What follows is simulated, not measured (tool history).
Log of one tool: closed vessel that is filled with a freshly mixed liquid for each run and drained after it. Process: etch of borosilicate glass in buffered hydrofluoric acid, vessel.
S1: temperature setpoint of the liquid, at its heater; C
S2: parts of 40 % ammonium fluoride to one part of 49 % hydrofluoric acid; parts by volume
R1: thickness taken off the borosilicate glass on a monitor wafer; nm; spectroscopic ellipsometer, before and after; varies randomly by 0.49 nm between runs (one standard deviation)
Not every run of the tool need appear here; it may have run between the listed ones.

run 1 hour=0 | S1=21 S2=9.5 time_in_the_liquid_(s)=100 | R1=101.43
run 2 hour=3.3 | S1=22.5 S2=9.5 time_in_the_liquid_(s)=100 | R1=110.04
run 3 hour=10.1 | S1=23.5 S2=9.5 time_in_the_liquid_(s)=100 | R1=116.37
run 4 hour=15.7 | S1=24.5 S2=9.5 time_in_the_liquid_(s)=100 | R1=121.84
run 5 hour=20.5 | S1=25.5 S2=9.5 time_in_the_liquid_(s)=100 | R1=128.96
run 6 hour=29.8 | S1=26 S2=9.5 time_in_the_liquid_(s)=100 | R1=133.38

For run 7, what comes out?
run 7 hour=33.1 | S1=26 S2=9.5 time_in_the_liquid_(s)=100 | R1=?

Logged for run 7: R1 131.67 nm.
